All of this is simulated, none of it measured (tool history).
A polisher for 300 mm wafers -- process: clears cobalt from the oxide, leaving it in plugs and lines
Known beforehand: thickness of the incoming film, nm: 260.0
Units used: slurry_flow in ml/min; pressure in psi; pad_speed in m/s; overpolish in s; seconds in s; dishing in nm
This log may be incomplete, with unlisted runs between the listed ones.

run    day  slurry_flow  pressure  pad_speed  overpolish  seconds  dishing
  1  0.000          200       1.2       1.24          24   65.841   40.217
  2  0.104          200       1.3       1.26          18   61.557   36.518
  3  0.208          235       1.3       1.26          18   60.820   38.060
  4  0.383          235       1.4       1.28          16   52.476   36.011
  5  0.408          235       1.4       1.28          23   53.734   41.050
  6  0.467          235       1.5       1.26          21   51.545   40.106
  7  0.688          235       1.6       1.26          19   47.076   40.483
  8  0.833          235       1.6       1.26          19   48.372   40.957

Run 9 has not been measured yet. What should we expect?
  9  0.904          235       1.7       1.28           8        ?        ?

Run 9 gave seconds 45.675 s, dishing 29.308 nm.
